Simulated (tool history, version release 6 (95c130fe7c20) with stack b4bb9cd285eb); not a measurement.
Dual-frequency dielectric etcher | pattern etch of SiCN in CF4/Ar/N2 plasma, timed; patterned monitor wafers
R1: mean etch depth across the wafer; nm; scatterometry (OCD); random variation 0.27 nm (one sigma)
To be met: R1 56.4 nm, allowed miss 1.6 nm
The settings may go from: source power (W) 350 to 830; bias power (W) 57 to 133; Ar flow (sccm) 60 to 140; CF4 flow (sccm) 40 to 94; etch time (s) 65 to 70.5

Run 1, day 0: source power (W) 590, bias power (W) 95, Ar flow (sccm) 100, CF4 flow (sccm) 67, etch time (s) 70.5. Result: R1 80.151 nm.
Run 2, day 0.108: source power (W) 590, bias power (W) 95, Ar flow (sccm) 100, CF4 flow (sccm) 67, etch time (s) 70.5. Result: R1 79.952 nm.
Run 3, day 0.317: source power (W) 590, bias power (W) 88, Ar flow (sccm) 100, CF4 flow (sccm) 67, etch time (s) 70.5. Result: R1 78.467 nm.
Run 4, day 0.375: source power (W) 540, bias power (W) 87, Ar flow (sccm) 101, CF4 flow (sccm) 67, etch time (s) 70.5. Result: R1 70.837 nm.
Run 5, day 0.571: source power (W) 540, bias power (W) 87, Ar flow (sccm) 101, CF4 flow (sccm) 62, etch time (s) 70.5. Result: R1 69.702 nm.
Run 6, day 0.629: source power (W) 510, bias power (W) 86, Ar flow (sccm) 101, CF4 flow (sccm) 62, etch time (s) 70.5. Result: R1 65.424 nm.
Run 7, day 0.892: source power (W) 490, bias power (W) 86, Ar flow (sccm) 101, CF4 flow (sccm) 62, etch time (s) 70.5. Result: R1 62.674 nm.
Run 8, day 0.921: source power (W) 480, bias power (W) 86, Ar flow (sccm) 101, CF4 flow (sccm) 62, etch time (s) 70.5. Result: R1 61.12 nm.
Run 9, day 1.238: source power (W) 470, bias power (W) 86, Ar flow (sccm) 101, CF4 flow (sccm) 62, etch time (s) 70.5. Result: R1 59.745 nm.
Run 10, day 1.45: source power (W) 460, bias power (W) 86, Ar flow (sccm) 101, CF4 flow (sccm) 62, etch time (s) 70.5. Result: R1 58.054 nm.

5 next moves are on the table. One of them brings every result within its allowed miss. Which?
Run A, day 1.662: source power (W) 490, bias power (W) 77, Ar flow (sccm) 97, CF4 flow (sccm) 61, etch time (s) 70.5. Result: R1 ?.
Run B, day 1.662: source power (W) 490, bias power (W) 87, Ar flow (sccm) 109, CF4 flow (sccm) 58, etch time (s) 65. Result: R1 ?.
Run C, day 1.662: source power (W) 460, bias power (W) 95, Ar flow (sccm) 93, CF4 flow (sccm) 60, etch time (s) 68.5. Result: R1 ?.
Run D, day 1.662: source power (W) 470, bias power (W) 83, Ar flow (sccm) 100, CF4 flow (sccm) 75, etch time (s) 70.5. Result: R1 ?.
Run E, day 1.662: source power (W) 550, bias power (W) 74, Ar flow (sccm) 78, CF4 flow (sccm) 51, etch time (s) 65. Result: R1 ?.

move      R1
   A   60.15
   B  56.699
   C  59.321
   D  61.005
   E  61.726
A: further off than the last run
B: meets every target
C: further off than the last run
D: further off than the last run
E: further off than the last run
Move B is the one to make.
